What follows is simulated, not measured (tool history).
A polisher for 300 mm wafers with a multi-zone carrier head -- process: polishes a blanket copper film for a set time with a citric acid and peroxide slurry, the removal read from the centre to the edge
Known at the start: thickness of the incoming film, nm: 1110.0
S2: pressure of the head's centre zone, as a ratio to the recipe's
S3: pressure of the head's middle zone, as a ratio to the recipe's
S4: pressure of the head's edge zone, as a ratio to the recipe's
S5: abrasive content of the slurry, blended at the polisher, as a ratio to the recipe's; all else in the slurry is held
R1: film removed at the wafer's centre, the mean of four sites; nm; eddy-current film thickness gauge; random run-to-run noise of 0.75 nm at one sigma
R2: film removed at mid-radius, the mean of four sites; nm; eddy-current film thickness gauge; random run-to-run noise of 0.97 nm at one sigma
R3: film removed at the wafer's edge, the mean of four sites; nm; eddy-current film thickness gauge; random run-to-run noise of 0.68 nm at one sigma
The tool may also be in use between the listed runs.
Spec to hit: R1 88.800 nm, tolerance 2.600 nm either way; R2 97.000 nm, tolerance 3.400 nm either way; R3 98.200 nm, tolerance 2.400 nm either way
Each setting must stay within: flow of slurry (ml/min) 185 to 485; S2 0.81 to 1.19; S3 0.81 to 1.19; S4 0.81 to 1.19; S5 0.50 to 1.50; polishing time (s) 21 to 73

Run 1, hour 0.0: flow of slurry (ml/min) 310, S2 1.00, S3 1.00, S4 1.00, S5 1.00, polishing time (s) 47. Result: R1 126.070 nm, R2 124.220 nm, R3 124.250 nm.
Run 2, hour 4.7: flow of slurry (ml/min) 310, S2 1.08, S3 1.00, S4 1.00, S5 1.00, polishing time (s) 47. Result: R1 132.140 nm, R2 123.760 nm, R3 125.780 nm.
Run 3, hour 11.8: flow of slurry (ml/min) 300, S2 1.05, S3 1.00, S4 1.00, S5 0.95, polishing time (s) 46. Result: R1 128.440 nm, R2 121.000 nm, R3 120.200 nm.
Run 4, hour 14.9: flow of slurry (ml/min) 370, S2 1.05, S3 1.00, S4 1.00, S5 0.95, polishing time (s) 46. Result: R1 126.630 nm, R2 123.040 nm, R3 121.600 nm.
Run 5, hour 19.4: flow of slurry (ml/min) 370, S2 0.98, S3 1.00, S4 1.00, S5 0.95, polishing time (s) 46. Result: R1 121.570 nm, R2 123.510 nm, R3 122.590 nm.
Run 6, hour 20.4: flow of slurry (ml/min) 370, S2 0.98, S3 1.00, S4 1.03, S5 0.95, polishing time (s) 46. Result: R1 122.500 nm, R2 123.230 nm, R3 124.510 nm.
Run 7, hour 28.1: flow of slurry (ml/min) 370, S2 0.98, S3 1.00, S4 1.03, S5 0.95, polishing time (s) 46. Result: R1 121.320 nm, R2 124.100 nm, R3 121.570 nm.
Run 8, hour 31.7: flow of slurry (ml/min) 375, S2 0.96, S3 0.99, S4 1.04, S5 0.90, polishing time (s) 45. Result: R1 116.450 nm, R2 120.500 nm, R3 120.210 nm.
Run 9, hour 37.9: flow of slurry (ml/min) 375, S2 0.94, S3 0.98, S4 1.03, S5 0.85, polishing time (s) 44. Result: R1 109.430 nm, R2 114.880 nm, R3 114.830 nm.
Run 10, hour 44.0: flow of slurry (ml/min) 370, S2 0.93, S3 0.97, S4 1.01, S5 0.80, polishing time (s) 44. Result: R1 107.040 nm, R2 110.700 nm, R3 113.880 nm.
Run 11, hour 45.0: flow of slurry (ml/min) 370, S2 0.92, S3 0.97, S4 0.99, S5 0.75, polishing time (s) 44. Result: R1 104.140 nm, R2 111.970 nm, R3 109.570 nm.
Run 12, hour 52.2: flow of slurry (ml/min) 365, S2 0.91, S3 0.96, S4 0.98, S5 0.75, polishing time (s) 44. Result: R1 104.440 nm, R2 108.970 nm, R3 111.980 nm.
Run 13, hour 58.3: flow of slurry (ml/min) 360, S2 0.90, S3 0.96, S4 0.97, S5 0.70, polishing time (s) 44. Result: R1 102.230 nm, R2 108.520 nm, R3 108.700 nm.
Run 14, hour 59.5: flow of slurry (ml/min) 355, S2 0.89, S3 0.95, S4 0.96, S5 0.65, polishing time (s) 44. Result: R1 99.508 nm, R2 105.930 nm, R3 106.930 nm.
Run 15, hour 65.4: flow of slurry (ml/min) 350, S2 0.88, S3 0.95, S4 0.95, S5 0.65, polishing time (s) 44. Result: R1 99.618 nm, R2 104.120 nm, R3 107.870 nm.
At hour 74.1: slurry nozzle cleaned.
Run 16, hour 74.1: flow of slurry (ml/min) 350, S2 0.87, S3 0.95, S4 0.95, S5 0.65, polishing time (s) 44. Result: R1 101.420 nm, R2 107.640 nm, R3 108.240 nm.
Run 17, hour 77.7: flow of slurry (ml/min) 350, S2 0.87, S3 0.95, S4 0.95, S5 0.65, polishing time (s) 44. Result: R1 100.320 nm, R2 107.830 nm, R3 108.430 nm.

Of the 5 settings listed for the next run, only one would bring every result within its allowed miss of target. Which one?
Run A, hour 81.3: flow of slurry (ml/min) 400, S2 0.81, S3 0.94, S4 0.93, S5 0.70, polishing time (s) 50. Result: R1 ?, R2 ?, R3 ?.
Run B, hour 81.3: flow of slurry (ml/min) 430, S2 0.81, S3 0.86, S4 0.83, S5 0.65, polishing time (s) 41. Result: R1 ?, R2 ?, R3 ?.
Run C, hour 81.3: flow of slurry (ml/min) 375, S2 1.09, S3 1.02, S4 0.87, S5 0.55, polishing time (s) 43. Result: R1 ?, R2 ?, R3 ?.
Run D, hour 81.3: flow of slurry (ml/min) 375, S2 1.15, S3 0.95, S4 0.81, S5 0.50, polishing time (s) 43. Result: R1 ?, R2 ?, R3 ?.
Run E, hour 81.3: flow of slurry (ml/min) 360, S2 1.04, S3 1.14, S4 0.81, S5 0.75, polishing time (s) 40. Result: R1 ?, R2 ?, R3 ?.

move       R1       R2       R3
   A  108.720  123.780  123.870
   B   88.322   94.876   96.817
   C  114.170  107.250   99.385
   D  117.540  100.550   95.579
   E  107.660  113.680   95.135
A: misses by more than the last run did
B: each result inside its tolerance
C: misses by more than the last run did
D: misses by more than the last run did
E: misses by more than the last run did
So the answer is move B, the one that meets all the targets.

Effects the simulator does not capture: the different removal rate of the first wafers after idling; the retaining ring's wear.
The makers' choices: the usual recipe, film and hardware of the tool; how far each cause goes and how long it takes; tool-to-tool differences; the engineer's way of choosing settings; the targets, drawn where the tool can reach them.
